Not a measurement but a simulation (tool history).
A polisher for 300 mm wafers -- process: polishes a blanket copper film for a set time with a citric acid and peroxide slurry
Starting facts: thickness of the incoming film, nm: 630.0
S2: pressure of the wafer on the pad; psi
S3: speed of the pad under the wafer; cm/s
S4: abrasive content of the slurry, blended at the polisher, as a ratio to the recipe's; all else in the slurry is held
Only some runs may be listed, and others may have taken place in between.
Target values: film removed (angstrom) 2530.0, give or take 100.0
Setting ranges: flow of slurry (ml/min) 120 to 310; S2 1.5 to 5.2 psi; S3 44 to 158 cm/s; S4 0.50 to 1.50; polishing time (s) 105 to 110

{"run": 1, "hour": 0.0, "flow of slurry (ml/min)": 200, "S2": 3.3, "S3": 100, "S4": 1.0, "polishing time (s)": 105, "film removed (angstrom)": 2990.1}
{"run": 2, "hour": 8.2, "flow of slurry (ml/min)": 200, "S2": 3.9, "S3": 100, "S4": 1.0, "polishing time (s)": 105, "film removed (angstrom)": 3332.3}
{"run": 3, "hour": 13.8, "flow of slurry (ml/min)": 200, "S2": 3.9, "S3": 100, "S4": 0.9, "polishing time (s)": 105, "film removed (angstrom)": 3191.9}
{"run": 4, "hour": 16.0, "flow of slurry (ml/min)": 200, "S2": 3.9, "S3": 100, "S4": 1.05, "polishing time (s)": 105, "film removed (angstrom)": 3295.7}
{"run": 5, "hour": 21.1, "flow of slurry (ml/min)": 200, "S2": 3.6, "S3": 100, "S4": 1.05, "polishing time (s)": 105, "film removed (angstrom)": 3145.3}
{"run": 6, "hour": 29.1, "flow of slurry (ml/min)": 200, "S2": 3.6, "S3": 100, "S4": 1.05, "polishing time (s)": 110, "film removed (angstrom)": 3299.4}
{"run": 7, "hour": 35.9, "flow of slurry (ml/min)": 200, "S2": 3.4, "S3": 100, "S4": 1.05, "polishing time (s)": 110, "film removed (angstrom)": 3233.8}
{"run": 8, "hour": 44.5, "flow of slurry (ml/min)": 200, "S2": 3.2, "S3": 100, "S4": 1.05, "polishing time (s)": 110, "film removed (angstrom)": 2975.1}
{"run": 9, "hour": 51.8, "flow of slurry (ml/min)": 200, "S2": 3.1, "S3": 100, "S4": 1.05, "polishing time (s)": 110, "film removed (angstrom)": 2997.9}
{"run": 10, "hour": 55.0, "flow of slurry (ml/min)": 200, "S2": 3.0, "S3": 100, "S4": 1.05, "polishing time (s)": 110, "film removed (angstrom)": 2892.2}

Exactly one of the 5 candidate moves below puts every result within its allowed miss. Which one?
{"run": "A", "hour": 58.2, "flow of slurry (ml/min)": 195, "S2": 2.8, "S3": 94, "S4": 1.2, "polishing time (s)": 110, "film removed (angstrom)": "?"}
{"run": "B", "hour": 58.2, "flow of slurry (ml/min)": 190, "S2": 2.9, "S3": 88, "S4": 1.2, "polishing time (s)": 105, "film removed (angstrom)": "?"}
{"run": "C", "hour": 58.2, "flow of slurry (ml/min)": 215, "S2": 3.6, "S3": 108, "S4": 0.95, "polishing time (s)": 109, "film removed (angstrom)": "?"}
{"run": "D", "hour": 58.2, "flow of slurry (ml/min)": 205, "S2": 2.7, "S3": 110, "S4": 1.15, "polishing time (s)": 105, "film removed (angstrom)": "?"}
{"run": "E", "hour": 58.2, "flow of slurry (ml/min)": 215, "S2": 2.5, "S3": 114, "S4": 1.0, "polishing time (s)": 110, "film removed (angstrom)": "?"}

move=A film_removed_(angstrom)=2779.5
move=B film_removed_(angstrom)=2594.8
move=C film_removed_(angstrom)=3457.0
move=D film_removed_(angstrom)=2865.6
move=E film_removed_(angstrom)=2853.9
A: nearer than the last run, and not there yet
B: meets every target
C: misses by more than the last run did
D: nearer than the last run, and not there yet
E: nearer than the last run, and not there yet
B meets every target.
